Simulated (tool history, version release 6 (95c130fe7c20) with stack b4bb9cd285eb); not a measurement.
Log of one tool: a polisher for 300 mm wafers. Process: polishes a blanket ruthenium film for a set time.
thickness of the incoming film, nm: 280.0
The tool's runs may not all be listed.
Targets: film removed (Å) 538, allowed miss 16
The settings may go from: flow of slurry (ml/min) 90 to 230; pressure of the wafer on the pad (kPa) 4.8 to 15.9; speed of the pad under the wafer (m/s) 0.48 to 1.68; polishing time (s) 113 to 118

run    day  flow of slurry (ml/min)  pressure of the wafer on the pad (kPa)  speed of the pad under the wafer (m/s)  polishing time (s)  film removed (Å)
  1      0                      150                                    10.3                                    1.08                 113              1180
  2  0.142                      150                                    10.3                                     1.3                 113            1353.1
  3  0.375                      150                                    10.3                                     1.3                 113            1350.8
  4    0.7                      145                                     9.7                                    1.24                 113            1206.2
  5  0.871                      165                                     9.7                                    1.24                 113            1230.6
  6  1.112                      165                                     9.7                                    1.44                 113            1357.2
  7  1.421                      165                                       9                                    1.34                 113            1197.2
  8  1.712                      165                                     8.3                                    1.26                 113            1083.5
  9  1.983                      165                                     7.6                                    1.18                 113            949.93
 10    2.3                      165                                     6.9                                    1.12                 113            834.59
 11  2.338                      135                                     4.8                                    0.86                 113            491.17
 12  2.388                      140                                     4.8                                    0.86                 113            495.97
 13  2.662                      145                                     4.8                                    0.86                 113            497.11
 14  2.854                      150                                     4.8                                    0.86                 113            497.98
 15  3.158                      150                                     4.8                                    0.86                 113            492.93
 16  3.329                      150                                     5.5                                    0.86                 113            559.34
 17  3.667                      145                                     5.5                                    0.86                 113            557.76
 18  3.833                      140                                     5.5                                    0.86                 113            555.26

Which of these 4 next moves meets every target?
  A    4                      150                                     5.5                                     0.7                 113                 ?
  B    4                      135                                     4.8                                    0.86                 118                 ?
  C    4                      135                                     4.8                                    0.94                 116                 ?
  D    4                      115                                     5.5                                    0.76                 113                 ?

move  film removed (Å)
   A             502.7
   B            511.58
   C            529.87
   D            507.31
A: takes the result that was furthest off past its target
B: takes the result that was furthest off past its target
C: meets every target
D: takes the result that was furthest off past its target
Move C is the one to make.
